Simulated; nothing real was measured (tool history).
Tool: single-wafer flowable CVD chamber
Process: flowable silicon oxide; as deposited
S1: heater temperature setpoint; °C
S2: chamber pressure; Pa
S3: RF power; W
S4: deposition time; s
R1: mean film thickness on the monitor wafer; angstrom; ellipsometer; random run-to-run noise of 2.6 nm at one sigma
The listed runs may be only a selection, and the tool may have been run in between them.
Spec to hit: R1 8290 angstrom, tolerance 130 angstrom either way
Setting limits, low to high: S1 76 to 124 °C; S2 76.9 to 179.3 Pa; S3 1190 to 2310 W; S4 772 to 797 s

Run 1, hour 0: S1 100 °C, S2 128.1 Pa, S3 1750 W, S4 772 s. Result: R1 6029.7 angstrom.
Run 2, hour 7.3: S1 97 °C, S2 128.1 Pa, S3 1750 W, S4 772 s. Result: R1 6616.6 angstrom.
Run 3, hour 9.4: S1 97 °C, S2 105.6 Pa, S3 1750 W, S4 772 s. Result: R1 5504 angstrom.
Run 4, hour 17: S1 97 °C, S2 105.6 Pa, S3 1750 W, S4 772 s. Result: R1 5498.5 angstrom.
At hour 24.3: RF generator calibrated.
Run 5, hour 24.3: S1 91 °C, S2 105.6 Pa, S3 1750 W, S4 772 s. Result: R1 6673 angstrom.
Run 6, hour 30.8: S1 89 °C, S2 105.6 Pa, S3 1750 W, S4 772 s. Result: R1 7126.5 angstrom.
Run 7, hour 39.8: S1 88 °C, S2 105.6 Pa, S3 1750 W, S4 772 s. Result: R1 7300.7 angstrom.
Run 8, hour 41.9: S1 87 °C, S2 105.6 Pa, S3 1750 W, S4 772 s. Result: R1 7509.3 angstrom.
Run 9, hour 47.7: S1 86 °C, S2 105.6 Pa, S3 1750 W, S4 772 s. Result: R1 7703.5 angstrom.

Next run, 4 choices. One meets every target within its allowed miss, the rest don't. Which?
Run A, hour 53.5: S1 80 °C, S2 94.8 Pa, S3 1820 W, S4 792 s. Result: R1 ?.
Run B, hour 53.5: S1 89 °C, S2 116 Pa, S3 1725 W, S4 797 s. Result: R1 ?.
Run C, hour 53.5: S1 80 °C, S2 90.1 Pa, S3 1915 W, S4 797 s. Result: R1 ?.
Run D, hour 53.5: S1 86 °C, S2 110.3 Pa, S3 1750 W, S4 774 s. Result: R1 ?.

move      R1
   A  8522.2
   B  8019.1
   C  8251.8
   D    8077
A: takes the result that was furthest off past its target
B: gains on the last run, yet a result remains outside its allowed miss
C: hits every target within its allowed miss
D: gains on the last run, yet a result remains outside its allowed miss
C meets every target.
